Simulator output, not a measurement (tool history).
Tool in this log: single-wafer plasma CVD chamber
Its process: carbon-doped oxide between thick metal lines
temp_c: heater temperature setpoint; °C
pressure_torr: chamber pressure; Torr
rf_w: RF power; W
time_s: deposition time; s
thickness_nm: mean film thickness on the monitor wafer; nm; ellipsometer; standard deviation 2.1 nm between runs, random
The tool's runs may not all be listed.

run	hour	temp_c	pressure_torr	rf_w	time_s	thickness_nm
1	0	350	5.56	605	128	853.19
2	4.6	344	5.56	605	128	865.55
3	10.6	334	5.56	605	128	889.53
4	15	338	5.26	600	128	859.5
5	17	338	6.06	600	128	885.98
6	21.7	329	6.06	600	128	908.23
7	24.7	333	5.7	595	128	877.76
8	33.6	336	5.38	590	128	855.13
9	40.6	336	5.38	590	128	854.98
10	45.7	336	5.38	590	128	858.06

Run 11 comes next. What will it give?
11	48.3	339	5.11	590	128	?

{"run 11": {"thickness_nm": 842.73}}

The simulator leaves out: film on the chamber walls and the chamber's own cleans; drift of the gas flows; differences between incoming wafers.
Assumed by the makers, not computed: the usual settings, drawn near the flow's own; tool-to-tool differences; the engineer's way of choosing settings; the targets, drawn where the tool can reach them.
